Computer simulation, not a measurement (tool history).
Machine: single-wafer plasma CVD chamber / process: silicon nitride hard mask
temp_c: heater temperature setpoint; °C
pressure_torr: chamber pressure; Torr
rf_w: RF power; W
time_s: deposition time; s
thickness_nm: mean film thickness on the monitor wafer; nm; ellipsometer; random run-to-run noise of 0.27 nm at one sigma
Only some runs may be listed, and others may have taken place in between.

{"run": 1, "day": 0.0, "temp_c": 385, "pressure_torr": 1.36, "rf_w": 275, "time_s": 42.3, "thickness_nm": 54.077}
{"run": 2, "day": 0.208, "temp_c": 385, "pressure_torr": 1.36, "rf_w": 255, "time_s": 42.3, "thickness_nm": 51.389}
{"run": 3, "day": 0.3, "temp_c": 385, "pressure_torr": 1.42, "rf_w": 260, "time_s": 42.3, "thickness_nm": 52.525}
{"run": 4, "day": 0.575, "temp_c": 385, "pressure_torr": 1.42, "rf_w": 290, "time_s": 42.3, "thickness_nm": 56.577}
{"run": 5, "day": 0.792, "temp_c": 385, "pressure_torr": 1.47, "rf_w": 290, "time_s": 42.3, "thickness_nm": 56.639}
{"run": 6, "day": 0.817, "temp_c": 385, "pressure_torr": 1.5, "rf_w": 295, "time_s": 42.3, "thickness_nm": 58.571}
{"run": 7, "day": 0.867, "temp_c": 385, "pressure_torr": 1.53, "rf_w": 295, "time_s": 42.3, "thickness_nm": 58.637}

Expected results for the next run?
{"run": 8, "day": 1.2, "temp_c": 385, "pressure_torr": 1.53, "rf_w": 295, "time_s": 42.3, "thickness_nm": "?"}

{"run 8": {"thickness_nm": 58.116}}
